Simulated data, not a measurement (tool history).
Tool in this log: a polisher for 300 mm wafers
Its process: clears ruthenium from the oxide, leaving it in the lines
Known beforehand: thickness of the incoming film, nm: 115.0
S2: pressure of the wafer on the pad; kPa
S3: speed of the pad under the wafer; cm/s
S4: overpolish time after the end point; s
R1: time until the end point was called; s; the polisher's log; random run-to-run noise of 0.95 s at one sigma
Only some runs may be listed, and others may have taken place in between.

{"run": 1, "hour": 0.0, "flow of slurry (ml/min)": 225, "S2": 10.3, "S3": 102, "S4": 24, "R1": 120.23}
{"run": 2, "hour": 2.8, "flow of slurry (ml/min)": 225, "S2": 11.0, "S3": 102, "S4": 24, "R1": 118.4}
{"run": 3, "hour": 4.0, "flow of slurry (ml/min)": 225, "S2": 11.0, "S3": 86, "S4": 24, "R1": 136.97}
{"run": 4, "hour": 5.4, "flow of slurry (ml/min)": 280, "S2": 11.0, "S3": 86, "S4": 24, "R1": 135.26}
{"run": 5, "hour": 10.5, "flow of slurry (ml/min)": 280, "S2": 11.7, "S3": 88, "S4": 24, "R1": 124.84}
{"run": 6, "hour": 18.3, "flow of slurry (ml/min)": 280, "S2": 13.8, "S3": 88, "S4": 24, "R1": 114.29}
{"run": 7, "hour": 18.8, "flow of slurry (ml/min)": 280, "S2": 13.8, "S3": 92, "S4": 24, "R1": 106.1}
{"run": 8, "hour": 24.7, "flow of slurry (ml/min)": 280, "S2": 13.8, "S3": 94, "S4": 24, "R1": 107.23}
{"hour": 26.9, "done": "worn pad replaced by a new one"}
{"run": 9, "hour": 26.9, "flow of slurry (ml/min)": 280, "S2": 13.8, "S3": 98, "S4": 24, "R1": 95.243}

Run 10 has not been measured yet. What should we expect?
{"run": 10, "hour": 35.5, "flow of slurry (ml/min)": 285, "S2": 13.8, "S3": 98, "S4": 24, "R1": "?"}

R1: 95.470 s
